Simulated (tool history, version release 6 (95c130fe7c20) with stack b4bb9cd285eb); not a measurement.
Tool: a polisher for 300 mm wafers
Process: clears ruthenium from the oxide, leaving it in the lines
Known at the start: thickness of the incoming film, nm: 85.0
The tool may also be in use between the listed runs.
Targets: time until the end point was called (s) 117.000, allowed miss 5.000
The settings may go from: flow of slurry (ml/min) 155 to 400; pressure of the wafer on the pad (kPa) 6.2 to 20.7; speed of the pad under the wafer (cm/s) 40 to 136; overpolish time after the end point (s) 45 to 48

run	hour	flow of slurry (ml/min)	pressure of the wafer on the pad (kPa)	speed of the pad under the wafer (cm/s)	overpolish time after the end point (s)	time until the end point was called (s)
1	0.0	255	13.1	88	45	80.424
2	5.7	255	12.4	88	45	83.860
3	9.6	255	11.7	88	45	86.407
4	12.9	255	11.7	104	45	74.475
5	15.7	255	11.0	102	45	79.970
6	23.3	255	11.0	92	45	86.550
7	30.8	255	10.3	92	45	90.868
8	38.6	255	9.7	92	45	94.933
9	46.2	255	9.0	92	45	100.520

Which of these 4 next moves meets every target?
A	53.8	155	10.3	100	48	?
B	53.8	260	7.6	96	45	?
C	53.8	235	12.4	68	46	?
D	53.8	245	9.0	80	45	?

move	time until the end point was called (s)
A	91.298
B	108.640
C	108.230
D	116.610
A: further off than the last run
B: nearer than the last run, and not there yet
C: nearer than the last run, and not there yet
D: meets every target
Answer: D
